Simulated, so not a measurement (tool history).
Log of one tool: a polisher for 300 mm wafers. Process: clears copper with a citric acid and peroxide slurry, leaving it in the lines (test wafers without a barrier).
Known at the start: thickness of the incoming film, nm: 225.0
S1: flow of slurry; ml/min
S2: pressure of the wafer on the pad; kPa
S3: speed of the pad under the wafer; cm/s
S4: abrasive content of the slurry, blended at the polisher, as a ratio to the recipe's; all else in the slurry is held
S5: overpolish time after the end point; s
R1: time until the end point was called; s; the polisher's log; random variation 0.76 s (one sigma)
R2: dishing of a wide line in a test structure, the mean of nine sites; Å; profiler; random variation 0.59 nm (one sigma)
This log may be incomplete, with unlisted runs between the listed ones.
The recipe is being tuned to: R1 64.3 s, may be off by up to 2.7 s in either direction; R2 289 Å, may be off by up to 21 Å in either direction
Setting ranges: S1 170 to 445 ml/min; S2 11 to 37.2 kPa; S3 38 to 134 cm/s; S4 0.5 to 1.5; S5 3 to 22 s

run,hour,S1,S2,S3,S4,S5,R1,R2
1,0,285,24.1,86,1,11,92.859,186
2,1.6,260,24.1,86,1,11,94.73,183.14
3,6.8,260,24.1,86,0.9,11,98.297,184.2
4,13.6,285,24.1,86,0.9,11,94.165,184.19
5,20.7,255,24.1,86,0.9,11,97.021,189.14
6,27.6,255,24.1,86,1.05,11,93.799,187.32
7,34.6,250,31,88,1,13,80.647,242.49
8,37.1,255,31.7,88,1,13,79.647,249.77
9,44,255,37.2,90,1,12,69.213,257.84
10,48.9,260,37.2,94,1,12,67.16,273.7

Next run, 4 choices. One meets every target within its allowed miss, the rest don't. Which?
A,53.8,245,37.2,100,0.95,16,?,?
B,53.8,250,34.5,88,0.95,14,?,?
C,53.8,265,37.2,98,1,11,?,?
D,53.8,400,31.7,100,1.3,13,?,?

move,R1,R2
A,62.79,327.65
B,74.775,261.01
C,63.043,247.28
D,63.994,277.22
A: brings the result that was furthest off to its target, and leaves another outside
B: its largest miss is bigger than the last run's
C: brings the result that was furthest off to its target, and leaves another outside
D: each result inside its tolerance
So the answer is move D, the one that meets all the targets.
